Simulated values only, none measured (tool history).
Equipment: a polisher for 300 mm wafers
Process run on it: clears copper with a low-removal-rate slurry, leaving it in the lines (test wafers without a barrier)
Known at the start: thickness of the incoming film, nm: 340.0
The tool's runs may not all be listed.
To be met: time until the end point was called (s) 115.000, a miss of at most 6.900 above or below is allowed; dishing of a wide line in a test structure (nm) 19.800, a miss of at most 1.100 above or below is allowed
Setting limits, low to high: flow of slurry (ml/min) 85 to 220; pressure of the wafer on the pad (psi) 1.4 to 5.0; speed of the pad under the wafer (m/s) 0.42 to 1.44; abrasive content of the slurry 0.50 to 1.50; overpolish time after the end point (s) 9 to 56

| run | day | flow of slurry (ml/min) | pressure of the wafer on the pad (psi) | speed of the pad under the wafer (m/s) | abrasive content of the slurry | overpolish time after the end point (s) | time until the end point was called (s) | dishing of a wide line in a test structure (nm) |
|---|---|---|---|---|---|---|---|---|
| 1 | 0.000 | 140 | 3.2 | 0.92 | 1.00 | 29 | 109.550 | 56.976 |
| 2 | 0.054 | 140 | 3.2 | 0.92 | 0.80 | 29 | 112.910 | 57.512 |
| 3 | 0.383 | 140 | 3.2 | 0.92 | 0.80 | 23 | 111.410 | 45.825 |
| 4 | 0.704 | 140 | 3.0 | 0.94 | 0.85 | 22 | 118.000 | 42.504 |
| 5 | 0.975 | 140 | 3.0 | 1.08 | 0.85 | 22 | 108.520 | 46.867 |
| 6 | 1.071 | 150 | 3.0 | 1.02 | 0.90 | 21 | 106.860 | 43.861 |
| 7 | 1.375 | 155 | 2.9 | 1.00 | 0.95 | 20 | 112.230 | 41.517 |
| 8 | 1.717 | 160 | 2.9 | 0.96 | 1.00 | 19 | 115.750 | 37.815 |
| 9 | 1.862 | 165 | 2.9 | 0.94 | 1.05 | 18 | 117.860 | 37.524 |
| 10 | 2.025 | 165 | 2.7 | 0.98 | 1.00 | 17 | 118.710 | 32.328 |
| 11 | 2.258 | 175 | 2.1 | 1.18 | 0.75 | 9 | 138.710 | 16.439 |

Exercise: of the 4 proposed moves below, exactly one satisfies all targets within the stated allowed misses. Which move is it?
| A | 2.492 | 185 | 2.4 | 1.14 | 0.65 | 12 | ? | ? |
| B | 2.492 | 185 | 3.2 | 1.12 | 0.55 | 9 | ? | ? |
| C | 2.492 | 220 | 2.9 | 1.18 | 0.70 | 9 | ? | ? |
| D | 2.492 | 180 | 2.3 | 1.36 | 0.65 | 9 | ? | ? |

| move | time until the end point was called (s) | dishing of a wide line in a test structure (nm) |
|---|---|---|
| A | 126.400 | 23.401 |
| B | 99.029 | 22.665 |
| C | 99.230 | 22.560 |
| D | 114.950 | 19.528 |
A: just as far off the targets as the last run
B: takes the result that was furthest off past its target
C: takes the result that was furthest off past its target
D: every result lands within tolerance
Go with D: it meets all targets.

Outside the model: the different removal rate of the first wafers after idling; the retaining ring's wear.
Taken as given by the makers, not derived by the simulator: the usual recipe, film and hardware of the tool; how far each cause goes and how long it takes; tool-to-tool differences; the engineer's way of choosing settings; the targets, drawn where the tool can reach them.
